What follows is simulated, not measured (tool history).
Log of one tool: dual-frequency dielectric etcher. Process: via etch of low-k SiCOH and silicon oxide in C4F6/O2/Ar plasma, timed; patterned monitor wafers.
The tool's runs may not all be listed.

run	hour	source power (W)	bias power (W)	etch time (s)	mean etch depth across the wafer (nm)
1	0	350	156	49.5	118.68
2	6.6	390	162	49.5	125.5
3	12.9	390	183	49.5	129.31
4	21.2	390	183	49.5	129.4
5	25.4	390	202	49.5	132.77
6	27.2	340	202	49.5	124.71
7	29	410	213	49.5	137.65

Run 8 comes next. What will it give?
8	30.5	420	214	49.5	?

mean etch depth across the wafer (nm): 138.87
